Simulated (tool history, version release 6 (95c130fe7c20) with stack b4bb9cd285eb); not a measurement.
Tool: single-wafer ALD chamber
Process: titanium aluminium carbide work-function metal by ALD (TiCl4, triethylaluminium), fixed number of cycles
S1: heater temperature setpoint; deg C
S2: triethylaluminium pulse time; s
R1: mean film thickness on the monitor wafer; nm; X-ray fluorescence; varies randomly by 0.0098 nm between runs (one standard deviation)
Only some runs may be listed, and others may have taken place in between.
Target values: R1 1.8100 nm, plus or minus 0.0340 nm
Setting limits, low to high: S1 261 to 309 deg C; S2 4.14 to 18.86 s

{"run": 1, "hour": 0.0, "S1": 285, "S2": 11.5, "R1": 1.8812}
{"run": 2, "hour": 4.0, "S1": 291, "S2": 11.5, "R1": 1.9194}
{"run": 3, "hour": 10.8, "S1": 291, "S2": 14.02, "R1": 1.9853}
{"run": 4, "hour": 16.4, "S1": 286, "S2": 13.4, "R1": 1.9128}
{"hour": 18.2, "done": "triethylaluminium bottle replaced"}
{"run": 5, "hour": 18.2, "S1": 296, "S2": 13.4, "R1": 2.0667}
{"run": 6, "hour": 23.9, "S1": 296, "S2": 10.47, "R1": 2.0404}
{"run": 7, "hour": 32.7, "S1": 292, "S2": 10.29, "R1": 1.9804}
{"run": 8, "hour": 41.5, "S1": 288, "S2": 10.2, "R1": 1.9621}
{"run": 9, "hour": 48.5, "S1": 284, "S2": 10.48, "R1": 1.9313}
{"run": 10, "hour": 56.3, "S1": 284, "S2": 10.48, "R1": 1.9569}
{"run": 11, "hour": 59.0, "S1": 278, "S2": 11.61, "R1": 1.9072}
{"run": 12, "hour": 63.0, "S1": 273, "S2": 12.08, "R1": 1.8698}

Which single option among these 5 for the next run brings every result within its allowed miss of target? Just one does.
{"run": "A", "hour": 67.0, "S1": 278, "S2": 11.58, "R1": "?"}
{"run": "B", "hour": 67.0, "S1": 278, "S2": 12.35, "R1": "?"}
{"run": "C", "hour": 67.0, "S1": 275, "S2": 12.41, "R1": "?"}
{"run": "D", "hour": 67.0, "S1": 288, "S2": 5.57, "R1": "?"}
{"run": "E", "hour": 67.0, "S1": 282, "S2": 14.99, "R1": "?"}

move=A R1=1.9012
move=B R1=1.9086
move=C R1=1.8842
move=D R1=1.7971
move=E R1=1.9576
A: further off than the last run
B: further off than the last run
C: further off than the last run
D: in spec on every target
E: further off than the last run
D is the move that brings every result within its allowed miss.
